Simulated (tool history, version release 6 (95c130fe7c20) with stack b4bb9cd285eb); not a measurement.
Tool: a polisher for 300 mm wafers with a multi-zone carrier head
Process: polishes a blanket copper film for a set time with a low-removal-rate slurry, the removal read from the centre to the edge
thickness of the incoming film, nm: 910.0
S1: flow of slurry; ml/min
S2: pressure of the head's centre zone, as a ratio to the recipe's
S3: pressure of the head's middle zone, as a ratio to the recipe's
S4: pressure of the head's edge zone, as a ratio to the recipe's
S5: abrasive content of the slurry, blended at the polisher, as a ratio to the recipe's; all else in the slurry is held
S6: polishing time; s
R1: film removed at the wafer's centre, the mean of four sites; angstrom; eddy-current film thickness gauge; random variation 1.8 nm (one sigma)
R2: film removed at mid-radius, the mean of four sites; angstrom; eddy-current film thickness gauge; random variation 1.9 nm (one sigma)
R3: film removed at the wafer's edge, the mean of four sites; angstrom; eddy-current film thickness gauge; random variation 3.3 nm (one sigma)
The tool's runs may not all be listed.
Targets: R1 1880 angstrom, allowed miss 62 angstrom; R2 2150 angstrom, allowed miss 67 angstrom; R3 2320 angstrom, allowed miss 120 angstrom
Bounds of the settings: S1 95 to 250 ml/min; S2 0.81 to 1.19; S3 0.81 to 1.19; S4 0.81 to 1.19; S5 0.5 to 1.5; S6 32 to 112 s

run 1 hour=0 | S1=160 S2=1 S3=1 S4=1 S5=1 S6=72 | R1=2724.5 R2=2722.5 R3=2718.8
run 2 hour=6 | S1=150 S2=0.97 S3=0.99 S4=1 S5=0.95 S6=72 | R1=2598.6 R2=2657.9 R3=2647
run 3 hour=14.2 | S1=145 S2=0.94 S3=0.98 S4=1.02 S5=0.9 S6=71 | R1=2395.8 R2=2561.4 R3=2589.2
run 4 hour=18.4 | S1=175 S2=0.94 S3=0.98 S4=1.02 S5=0.9 S6=71 | R1=2439.1 R2=2577.3 R3=2706.7
run 5 hour=21.1 | S1=175 S2=0.94 S3=0.98 S4=1.02 S5=0.7 S6=71 | R1=2321 R2=2473.4 R3=2541.6
run 6 hour=27.4 | S1=170 S2=0.92 S3=0.96 S4=1.01 S5=0.65 S6=71 | R1=2246.3 R2=2398.7 R3=2471.1
run 7 hour=35.2 | S1=165 S2=0.9 S3=0.95 S4=1.01 S5=0.65 S6=71 | R1=2200.6 R2=2376.9 R3=2465.3
run 8 hour=37 | S1=165 S2=0.9 S3=0.95 S4=1.01 S5=0.65 S6=71 | R1=2218.4 R2=2378.7 R3=2447.1

4 next moves are on the table. One of them brings every result within its allowed miss. Which?
run A hour=38.8 | S1=145 S2=0.81 S3=0.95 S4=1.11 S5=0.6 S6=66 | R1=? R2=? R3=?
run B hour=38.8 | S1=130 S2=1.05 S3=0.84 S4=0.91 S5=0.5 S6=84 | R1=? R2=? R3=?
run C hour=38.8 | S1=180 S2=0.86 S3=0.97 S4=1.09 S5=0.9 S6=59 | R1=? R2=? R3=?
run D hour=38.8 | S1=165 S2=0.92 S3=0.97 S4=0.99 S5=0.5 S6=63 | R1=? R2=? R3=?

move=A R1=1775.3 R2=2115.4 R3=2292.6
move=B R1=2778.6 R2=2305.3 R3=2529.5
move=C R1=1895 R2=2155 R3=2257.1
move=D R1=1890.4 R2=2010.7 R3=2014.7
A: takes the result that was furthest off past its target
B: further off than the last run
C: meets every target
D: brings the result that was furthest off to its target, and leaves another outside
The right move is C.

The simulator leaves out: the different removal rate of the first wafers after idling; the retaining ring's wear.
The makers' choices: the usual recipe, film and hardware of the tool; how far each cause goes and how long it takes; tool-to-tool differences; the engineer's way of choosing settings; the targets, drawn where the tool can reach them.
